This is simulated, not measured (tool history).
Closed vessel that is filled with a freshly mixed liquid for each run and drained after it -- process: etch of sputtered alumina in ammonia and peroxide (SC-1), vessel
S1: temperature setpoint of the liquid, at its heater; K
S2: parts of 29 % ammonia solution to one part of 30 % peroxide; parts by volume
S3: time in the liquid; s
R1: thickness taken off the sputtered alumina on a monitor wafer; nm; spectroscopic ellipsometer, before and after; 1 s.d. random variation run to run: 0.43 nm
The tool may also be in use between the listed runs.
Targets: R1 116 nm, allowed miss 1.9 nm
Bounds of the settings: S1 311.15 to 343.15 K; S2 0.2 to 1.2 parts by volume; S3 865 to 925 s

{"run": 1, "hour": 0.0, "S1": 327.15, "S2": 0.7, "S3": 865, "R1": 89.281}
{"run": 2, "hour": 5.7, "S1": 327.15, "S2": 0.55, "S3": 865, "R1": 87.487}
{"run": 3, "hour": 7.8, "S1": 327.15, "S2": 0.35, "S3": 865, "R1": 84.03}
{"run": 4, "hour": 13.9, "S1": 328.65, "S2": 0.35, "S3": 865, "R1": 91.269}
{"run": 5, "hour": 15.9, "S1": 335.65, "S2": 0.35, "S3": 865, "R1": 130.89}
{"run": 6, "hour": 19.8, "S1": 335.65, "S2": 0.35, "S3": 925, "R1": 140.15}
{"run": 7, "hour": 25.4, "S1": 334.65, "S2": 0.35, "S3": 925, "R1": 132.44}
{"run": 8, "hour": 29.7, "S1": 334.15, "S2": 0.35, "S3": 925, "R1": 128.43}
{"run": 9, "hour": 31.3, "S1": 333.65, "S2": 0.35, "S3": 925, "R1": 126.57}
{"run": 10, "hour": 37.4, "S1": 333.15, "S2": 0.35, "S3": 925, "R1": 123.54}
{"run": 11, "hour": 46.2, "S1": 332.65, "S2": 0.35, "S3": 925, "R1": 120.44}

Pick the move, out of 5, that brings all results within their allowed miss; only one does.
{"run": "A", "hour": 55.0, "S1": 334.15, "S2": 0.25, "S3": 890, "R1": "?"}
{"run": "B", "hour": 55.0, "S1": 333.65, "S2": 0.3, "S3": 865, "R1": "?"}
{"run": "C", "hour": 55.0, "S1": 331.65, "S2": 0.5, "S3": 875, "R1": "?"}
{"run": "D", "hour": 55.0, "S1": 333.65, "S2": 0.3, "S3": 925, "R1": "?"}
{"run": "E", "hour": 55.0, "S1": 331.15, "S2": 0.35, "S3": 925, "R1": "?"}

move=A R1=120.79
move=B R1=116.43
move=C R1=111.51
move=D R1=124.51
move=E R1=111.04
A: moves away from the targets compared with the last run
B: all results in spec
C: takes the result that was furthest off past its target
D: moves away from the targets compared with the last run
E: takes the result that was furthest off past its target
B meets every target.
